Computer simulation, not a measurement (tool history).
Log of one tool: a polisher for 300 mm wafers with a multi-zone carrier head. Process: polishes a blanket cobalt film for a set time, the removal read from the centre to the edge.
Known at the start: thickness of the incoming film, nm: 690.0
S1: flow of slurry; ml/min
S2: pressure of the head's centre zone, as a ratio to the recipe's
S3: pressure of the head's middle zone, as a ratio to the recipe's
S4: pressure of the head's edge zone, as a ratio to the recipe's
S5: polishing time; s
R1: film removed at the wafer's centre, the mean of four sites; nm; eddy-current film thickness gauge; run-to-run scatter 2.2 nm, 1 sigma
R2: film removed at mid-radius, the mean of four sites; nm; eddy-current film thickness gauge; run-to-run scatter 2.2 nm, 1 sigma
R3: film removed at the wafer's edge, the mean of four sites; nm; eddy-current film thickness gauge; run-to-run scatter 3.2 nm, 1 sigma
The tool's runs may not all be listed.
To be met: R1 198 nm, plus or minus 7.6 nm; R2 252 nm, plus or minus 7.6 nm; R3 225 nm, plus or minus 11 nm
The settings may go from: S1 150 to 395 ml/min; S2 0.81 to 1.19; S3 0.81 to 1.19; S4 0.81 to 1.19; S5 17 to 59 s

Run 1, hour 0: S1 250 ml/min, S2 1, S3 1, S4 1, S5 38 s. Result: R1 208.87 nm, R2 206.45 nm, R3 204.83 nm.
Run 2, hour 3.8: S1 250 ml/min, S2 0.91, S3 1, S4 1, S5 38 s. Result: R1 186.72 nm, R2 203.02 nm, R3 210.07 nm.
Run 3, hour 5.5: S1 310 ml/min, S2 0.91, S3 1, S4 1, S5 38 s. Result: R1 189.98 nm, R2 210.91 nm, R3 214.97 nm.
Run 4, hour 7: S1 310 ml/min, S2 0.91, S3 1, S4 1.04, S5 38 s. Result: R1 193.59 nm, R2 210.26 nm, R3 210.38 nm.
Run 5, hour 9.9: S1 315 ml/min, S2 0.9, S3 1.03, S4 1.03, S5 39 s. Result: R1 196.69 nm, R2 218.1 nm, R3 215.27 nm.
Run 6, hour 13.9: S1 315 ml/min, S2 0.96, S3 1.03, S4 1.03, S5 39 s. Result: R1 205.13 nm, R2 215.7 nm, R3 212.92 nm.
Run 7, hour 19.6: S1 320 ml/min, S2 0.94, S3 1.07, S4 1.02, S5 40 s. Result: R1 210.35 nm, R2 231.58 nm, R3 221.39 nm.
Run 8, hour 27.3: S1 325 ml/min, S2 0.92, S3 1.1, S4 1.01, S5 40 s. Result: R1 204.8 nm, R2 235.46 nm, R3 220.8 nm.
Run 9, hour 28.1: S1 325 ml/min, S2 0.92, S3 1.1, S4 1.01, S5 40 s. Result: R1 206.72 nm, R2 236.22 nm, R3 220.53 nm.
Run 10, hour 31.2: S1 330 ml/min, S2 0.9, S3 1.12, S4 1.01, S5 40 s. Result: R1 206.28 nm, R2 244.67 nm, R3 224.15 nm.
Run 11, hour 32.7: S1 330 ml/min, S2 0.89, S3 1.13, S4 1.01, S5 40 s. Result: R1 198.21 nm, R2 247.38 nm, R3 225.87 nm.
Run 12, hour 37.3: S1 330 ml/min, S2 0.89, S3 1.14, S4 1.01, S5 40 s. Result: R1 196.07 nm, R2 245.84 nm, R3 222.24 nm.

Which one of the following 5 next-run settings gets every result inside its allowed miss? There is exactly one.
Run A, hour 41.9: S1 265 ml/min, S2 0.9, S3 1.12, S4 1.05, S5 40 s. Result: R1 ?, R2 ?, R3 ?.
Run B, hour 41.9: S1 320 ml/min, S2 0.81, S3 1.1, S4 1, S5 41 s. Result: R1 ?, R2 ?, R3 ?.
Run C, hour 41.9: S1 315 ml/min, S2 0.86, S3 1.03, S4 1.07, S5 42 s. Result: R1 ?, R2 ?, R3 ?.
Run D, hour 41.9: S1 350 ml/min, S2 0.85, S3 1.11, S4 0.94, S5 42 s. Result: R1 ?, R2 ?, R3 ?.
Run E, hour 41.9: S1 255 ml/min, S2 0.86, S3 1.02, S4 0.95, S5 42 s. Result: R1 ?, R2 ?, R3 ?.

move      R1      R2      R3
   A  198.84  240.47  224.05
   B   186.2  246.86  228.23
   C  202.28  240.47  239.55
   D  201.69  256.22  229.95
   E  198.62  234.87  226.82
A: lands further from the targets than the last run did
B: gets the furthest-off result to its target, but another result is out of tolerance
C: lands further from the targets than the last run did
D: in spec on every target
E: lands further from the targets than the last run did
Go with D: it meets all targets.
